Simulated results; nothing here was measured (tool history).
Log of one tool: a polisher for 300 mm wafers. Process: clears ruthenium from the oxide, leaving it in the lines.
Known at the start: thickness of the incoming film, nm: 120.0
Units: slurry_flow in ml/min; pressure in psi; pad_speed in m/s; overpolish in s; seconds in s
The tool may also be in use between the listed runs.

run	hour	slurry_flow	pressure	pad_speed	overpolish	seconds
1	0.0	190	1.6	1.22	7	113.840
2	6.4	190	1.7	1.22	7	110.270
3	9.3	190	1.8	1.22	7	106.900
4	14.1	190	1.9	1.22	7	101.230
5	20.3	190	1.7	1.22	7	106.360
6	23.7	190	1.7	1.22	7	109.850
7	28.2	190	1.8	1.22	7	104.640
8	30.6	190	1.9	1.22	7	100.920

Forecast run 9:
9	37.7	190	2.0	1.22	7	?

{"run 9": {"seconds": 95.639}}
